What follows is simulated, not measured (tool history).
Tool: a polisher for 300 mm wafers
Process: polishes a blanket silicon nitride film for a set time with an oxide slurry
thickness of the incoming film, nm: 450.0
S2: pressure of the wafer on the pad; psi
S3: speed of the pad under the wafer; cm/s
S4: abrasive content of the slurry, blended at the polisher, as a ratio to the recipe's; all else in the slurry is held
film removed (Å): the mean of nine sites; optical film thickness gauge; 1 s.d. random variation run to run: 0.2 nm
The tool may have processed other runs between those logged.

Run 1, hour 0: flow of slurry (ml/min) 275, S2 3.5 psi, S3 116 cm/s, S4 1, polishing time (s) 50. Result: film removed (Å) 399.65.
Run 2, hour 2.9: flow of slurry (ml/min) 275, S2 3.5 psi, S3 116 cm/s, S4 1, polishing time (s) 46. Result: film removed (Å) 359.49.
Run 3, hour 4.1: flow of slurry (ml/min) 270, S2 3.4 psi, S3 116 cm/s, S4 1, polishing time (s) 46. Result: film removed (Å) 354.37.
Run 4, hour 4.9: flow of slurry (ml/min) 265, S2 3.3 psi, S3 116 cm/s, S4 1, polishing time (s) 46. Result: film removed (Å) 338.62.
Run 5, hour 13.4: flow of slurry (ml/min) 255, S2 3.3 psi, S3 116 cm/s, S4 1, polishing time (s) 46. Result: film removed (Å) 338.96.
Run 6, hour 14.5: flow of slurry (ml/min) 245, S2 3.3 psi, S3 116 cm/s, S4 1, polishing time (s) 46. Result: film removed (Å) 333.29.
Run 7, hour 17.8: flow of slurry (ml/min) 240, S2 3.3 psi, S3 116 cm/s, S4 1, polishing time (s) 46. Result: film removed (Å) 336.41.

The next listed run, before its measurement:
Run 8, hour 26.7: flow of slurry (ml/min) 235, S2 3.3 psi, S3 116 cm/s, S4 1, polishing time (s) 46. Result: film removed (Å) ?.

film removed (Å): 338.17

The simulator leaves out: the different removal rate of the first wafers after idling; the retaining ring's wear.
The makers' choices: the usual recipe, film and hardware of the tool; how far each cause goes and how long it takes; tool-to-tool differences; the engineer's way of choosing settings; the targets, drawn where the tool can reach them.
